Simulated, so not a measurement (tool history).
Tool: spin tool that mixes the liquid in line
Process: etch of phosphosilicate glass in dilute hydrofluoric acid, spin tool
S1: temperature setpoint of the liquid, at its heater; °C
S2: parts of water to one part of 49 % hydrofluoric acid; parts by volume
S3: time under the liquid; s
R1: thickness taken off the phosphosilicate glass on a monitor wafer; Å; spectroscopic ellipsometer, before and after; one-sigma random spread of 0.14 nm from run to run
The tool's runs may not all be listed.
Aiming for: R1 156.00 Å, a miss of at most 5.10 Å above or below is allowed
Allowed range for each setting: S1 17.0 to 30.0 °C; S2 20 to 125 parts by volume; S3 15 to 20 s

| run | hour | S1 | S2 | S3 | R1 |
|---|---|---|---|---|---|
| 1 | 0.0 | 22.0 | 70 | 20 | 224.82 |
| 2 | 8.0 | 21.0 | 70 | 20 | 210.30 |
| 3 | 12.5 | 21.0 | 80 | 20 | 178.71 |
| 4 | 14.0 | 20.5 | 80 | 20 | 177.43 |
| 5 | 16.0 | 20.0 | 80 | 20 | 175.09 |
| 6 | 18.2 | 20.0 | 80 | 15 | 130.47 |
| 7 | 25.2 | 20.5 | 80 | 15 | 131.38 |
| 8 | 30.4 | 21.0 | 80 | 15 | 137.90 |
| 9 | 36.2 | 21.5 | 80 | 15 | 139.90 |
| 10 | 43.2 | 22.0 | 80 | 15 | 143.82 |
|  | 52.1 | hydrofluoric acid flow meter replaced |
| 11 | 52.1 | 22.5 | 80 | 15 | 134.63 |
| 12 | 52.8 | 22.0 | 80 | 15 | 130.82 |
| 13 | 54.3 | 21.5 | 80 | 15 | 130.74 |

Consider the 4 candidate settings below. Which is the only one whose results all fall within their allowed miss of target?
| A | 55.8 | 24.5 | 90 | 20 | ? |
| B | 55.8 | 22.5 | 100 | 15 | ? |
| C | 55.8 | 19.0 | 80 | 20 | ? |
| D | 55.8 | 23.5 | 85 | 20 | ? |

| move | R1 |
|---|---|
| A | 173.12 |
| B | 106.57 |
| C | 157.43 |
| D | 177.22 |
A: pushes the last run's worst result past its target
B: the biggest miss grows against the last run
C: meets every target
D: pushes the last run's worst result past its target
The move that meets every target is C.

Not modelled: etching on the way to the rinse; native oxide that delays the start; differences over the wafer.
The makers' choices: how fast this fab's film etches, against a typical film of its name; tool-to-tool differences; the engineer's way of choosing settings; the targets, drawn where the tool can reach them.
